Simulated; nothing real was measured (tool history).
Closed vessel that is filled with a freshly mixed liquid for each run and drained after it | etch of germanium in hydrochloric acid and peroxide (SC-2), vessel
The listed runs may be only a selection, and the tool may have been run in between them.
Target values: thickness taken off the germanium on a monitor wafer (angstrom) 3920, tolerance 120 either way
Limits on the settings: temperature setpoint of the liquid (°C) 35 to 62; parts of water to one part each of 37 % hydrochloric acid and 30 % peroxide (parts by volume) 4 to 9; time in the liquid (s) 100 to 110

run,hour,temperature setpoint of the liquid (°C),parts of water to one part each of 37 % hydrochloric acid and 30 % peroxide (parts by volume),time in the liquid (s),thickness taken off the germanium on a monitor wafer (angstrom)
1,0,46,5,100,3255.3
2,0.9,46,5,110,3576.2
3,2.1,46,6,110,3520.7
4,5.7,46.5,6,110,3640.8
5,8.7,47,6,110,3659.8
6,9.5,47,5,110,3652.2
7,11.4,47,5,110,3595.2
8,18.7,47.5,5,110,3748.2
9,25.1,48,5,110,3777.3

Below are 4 possible settings for the next run. Only one of them brings all results inside the allowed miss of their targets. Which is it?
A,31.5,49,6,100,?
B,31.5,51,7,100,?
C,31.5,49.5,5.5,110,?
D,31.5,50.5,5.5,100,?

move,thickness taken off the germanium on a monitor wafer (angstrom)
A,3506.6
B,3711.3
C,3931.9
D,3691.1
A: misses by more than the last run did
B: misses by more than the last run did
C: in spec on every target
D: misses by more than the last run did
C meets every target.

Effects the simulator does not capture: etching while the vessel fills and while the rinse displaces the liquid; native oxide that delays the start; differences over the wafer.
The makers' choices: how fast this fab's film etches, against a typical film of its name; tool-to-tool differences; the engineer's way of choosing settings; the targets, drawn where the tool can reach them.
